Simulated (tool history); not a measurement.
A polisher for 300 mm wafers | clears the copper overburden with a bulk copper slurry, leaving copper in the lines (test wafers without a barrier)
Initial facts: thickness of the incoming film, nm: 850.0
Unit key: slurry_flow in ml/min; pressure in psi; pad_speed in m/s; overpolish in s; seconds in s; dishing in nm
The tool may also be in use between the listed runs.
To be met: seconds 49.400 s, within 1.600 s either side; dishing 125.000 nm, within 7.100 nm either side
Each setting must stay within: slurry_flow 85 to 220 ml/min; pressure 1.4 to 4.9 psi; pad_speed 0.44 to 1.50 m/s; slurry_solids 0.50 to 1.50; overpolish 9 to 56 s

| run | day | slurry_flow | pressure | pad_speed | slurry_solids | overpolish | seconds | dishing |
|---|---|---|---|---|---|---|---|---|
| 1 | 0.000 | 140 | 3.1 | 0.96 | 1.00 | 29 | 78.300 | 111.940 |
| 2 | 0.083 | 140 | 3.1 | 0.96 | 1.00 | 24 | 78.040 | 105.330 |
| 3 | 0.204 | 120 | 3.1 | 0.96 | 1.00 | 24 | 80.444 | 103.940 |
| 4 | 0.508 | 130 | 3.4 | 0.96 | 1.00 | 22 | 71.456 | 106.380 |
| 5 | 0.667 | 130 | 3.4 | 0.80 | 1.00 | 22 | 87.631 | 94.584 |
| 6 | 0.800 | 140 | 3.7 | 0.80 | 1.00 | 22 | 79.072 | 104.030 |
| 7 | 0.896 | 145 | 4.0 | 0.82 | 1.00 | 20 | 72.037 | 100.060 |
| 8 | 1.133 | 145 | 4.2 | 0.84 | 1.00 | 21 | 65.954 | 109.010 |
| 9 | 1.446 | 180 | 4.9 | 0.86 | 1.00 | 17 | 54.387 | 114.260 |
| 10 | 1.567 | 180 | 4.9 | 0.86 | 1.00 | 17 | 54.487 | 111.650 |
| 11 | 1.888 | 180 | 4.9 | 0.88 | 1.00 | 18 | 52.719 | 119.060 |
| 12 | 2.233 | 180 | 4.9 | 0.90 | 1.00 | 18 | 51.537 | 117.940 |
| 13 | 2.267 | 180 | 4.9 | 0.90 | 1.00 | 19 | 51.474 | 120.820 |

Exercise: of the 4 proposed moves below, exactly one satisfies all targets within the stated allowed misses. Which move is it?
| A | 2.300 | 215 | 4.8 | 0.92 | 0.80 | 29 | ? | ? |
| B | 2.300 | 205 | 3.8 | 1.12 | 1.00 | 19 | ? | ? |
| C | 2.300 | 200 | 4.3 | 1.04 | 1.15 | 20 | ? | ? |
| D | 2.300 | 210 | 4.9 | 0.84 | 1.10 | 21 | ? | ? |

| move | seconds | dishing |
|---|---|---|
| A | 52.112 | 142.040 |
| B | 52.078 | 116.520 |
| C | 48.851 | 124.990 |
| D | 53.172 | 125.770 |
A: misses by more than the last run did
B: misses by more than the last run did
C: each result inside its tolerance
D: misses by more than the last run did
Answer: C
